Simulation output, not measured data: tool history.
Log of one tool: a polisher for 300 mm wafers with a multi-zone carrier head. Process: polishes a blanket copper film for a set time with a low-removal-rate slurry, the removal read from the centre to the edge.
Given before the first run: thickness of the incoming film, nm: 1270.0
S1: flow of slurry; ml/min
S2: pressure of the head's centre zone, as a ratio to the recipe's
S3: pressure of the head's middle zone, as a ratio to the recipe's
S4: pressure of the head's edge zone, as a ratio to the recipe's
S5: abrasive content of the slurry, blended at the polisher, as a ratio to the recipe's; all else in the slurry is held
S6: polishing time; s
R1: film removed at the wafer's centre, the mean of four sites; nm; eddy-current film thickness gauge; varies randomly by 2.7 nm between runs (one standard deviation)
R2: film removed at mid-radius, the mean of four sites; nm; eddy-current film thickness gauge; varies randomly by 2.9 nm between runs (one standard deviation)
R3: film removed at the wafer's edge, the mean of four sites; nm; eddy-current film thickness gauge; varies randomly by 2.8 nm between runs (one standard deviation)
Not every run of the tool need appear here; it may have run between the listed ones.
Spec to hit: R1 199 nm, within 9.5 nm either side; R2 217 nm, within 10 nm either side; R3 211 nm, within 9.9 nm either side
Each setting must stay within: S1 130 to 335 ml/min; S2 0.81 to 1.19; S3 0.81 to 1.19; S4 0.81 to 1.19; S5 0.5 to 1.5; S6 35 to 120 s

{"run": 1, "hour": 0.0, "S1": 215, "S2": 1, "S3": 1, "S4": 1, "S5": 1, "S6": 77, "R1": 304.09, "R2": 288.84, "R3": 292.38}
{"run": 2, "hour": 8.6, "S1": 215, "S2": 1, "S3": 1, "S4": 1, "S5": 1, "S6": 96, "R1": 370.14, "R2": 374.53, "R3": 367.94}
{"run": 3, "hour": 13.7, "S1": 210, "S2": 0.98, "S3": 1, "S4": 0.99, "S5": 0.95, "S6": 91, "R1": 345.43, "R2": 331.54, "R3": 346.82}
{"run": 4, "hour": 14.9, "S1": 210, "S2": 0.98, "S3": 1.06, "S4": 0.99, "S5": 0.95, "S6": 91, "R1": 338.37, "R2": 361.72, "R3": 338.87}
{"run": 5, "hour": 21.0, "S1": 210, "S2": 0.98, "S3": 1.06, "S4": 0.99, "S5": 1.05, "S6": 91, "R1": 354.79, "R2": 367.38, "R3": 350.46}
{"run": 6, "hour": 28.3, "S1": 210, "S2": 0.98, "S3": 1.06, "S4": 0.93, "S5": 1.05, "S6": 91, "R1": 349.89, "R2": 365.19, "R3": 343.44}
{"run": 7, "hour": 34.7, "S1": 210, "S2": 0.97, "S3": 1.06, "S4": 0.93, "S5": 1, "S6": 86, "R1": 321.42, "R2": 348.06, "R3": 315.86}
{"run": 8, "hour": 40.8, "S1": 210, "S2": 0.96, "S3": 1.05, "S4": 0.93, "S5": 0.95, "S6": 83, "R1": 308.11, "R2": 330.27, "R3": 300.7}
{"run": 9, "hour": 48.3, "S1": 205, "S2": 0.94, "S3": 1.04, "S4": 0.94, "S5": 0.9, "S6": 80, "R1": 287.48, "R2": 305.16, "R3": 287.78}
{"run": 10, "hour": 52.7, "S1": 205, "S2": 0.93, "S3": 1.04, "S4": 0.94, "S5": 0.85, "S6": 77, "R1": 268.82, "R2": 289.51, "R3": 273.85}
{"run": 11, "hour": 57.5, "S1": 205, "S2": 0.92, "S3": 1.04, "S4": 0.94, "S5": 0.8, "S6": 75, "R1": 258.92, "R2": 280.65, "R3": 264.29}
{"run": 12, "hour": 63.5, "S1": 205, "S2": 0.91, "S3": 1.03, "S4": 0.94, "S5": 0.75, "S6": 73, "R1": 244.78, "R2": 269.45, "R3": 255.48}
{"run": 13, "hour": 65.9, "S1": 205, "S2": 0.91, "S3": 1.02, "S4": 0.94, "S5": 0.7, "S6": 72, "R1": 239.19, "R2": 253.29, "R3": 251.8}
{"run": 14, "hour": 72.6, "S1": 200, "S2": 0.87, "S3": 1.05, "S4": 0.85, "S5": 0.5, "S6": 63, "R1": 190.85, "R2": 221.64, "R3": 197.92}
{"run": 15, "hour": 74.2, "S1": 200, "S2": 0.87, "S3": 1.04, "S4": 0.86, "S5": 0.5, "S6": 63, "R1": 185.71, "R2": 222.67, "R3": 201.28}
{"run": 16, "hour": 79.1, "S1": 210, "S2": 0.95, "S3": 0.96, "S4": 0.89, "S5": 0.55, "S6": 64, "R1": 211.71, "R2": 211.24, "R3": 207.68}
{"run": 17, "hour": 82.4, "S1": 210, "S2": 0.94, "S3": 0.96, "S4": 0.89, "S5": 0.55, "S6": 64, "R1": 206.32, "R2": 215.7, "R3": 206.36}

Which one of the following 5 next-run settings gets every result inside its allowed miss? There is exactly one.
{"run": "A", "hour": 85.7, "S1": 220, "S2": 0.88, "S3": 0.97, "S4": 0.91, "S5": 0.5, "S6": 65, "R1": "?", "R2": "?", "R3": "?"}
{"run": "B", "hour": 85.7, "S1": 260, "S2": 1, "S3": 1.06, "S4": 0.9, "S5": 0.5, "S6": 59, "R1": "?", "R2": "?", "R3": "?"}
{"run": "C", "hour": 85.7, "S1": 200, "S2": 0.99, "S3": 0.95, "S4": 0.94, "S5": 0.9, "S6": 59, "R1": "?", "R2": "?", "R3": "?"}
{"run": "D", "hour": 85.7, "S1": 235, "S2": 0.95, "S3": 0.96, "S4": 0.86, "S5": 0.55, "S6": 64, "R1": "?", "R2": "?", "R3": "?"}
{"run": "E", "hour": 85.7, "S1": 295, "S2": 0.93, "S3": 0.99, "S4": 0.81, "S5": 0.7, "S6": 58, "R1": "?", "R2": "?", "R3": "?"}

move=A R1=199.13 R2=220.07 R3=212.05
move=B R1=210.79 R2=219.93 R3=194.46
move=C R1=221.31 R2=213.7 R3=213.61
move=D R1=217.2 R2=220 R3=208.18
move=E R1=206.62 R2=218.77 R3=195.23
A: hits every target within its allowed miss
B: further off than the last run
C: further off than the last run
D: further off than the last run
E: the worst result of the last run now meets its target, but another is out of spec
So the answer is move A, the one that meets all the targets.
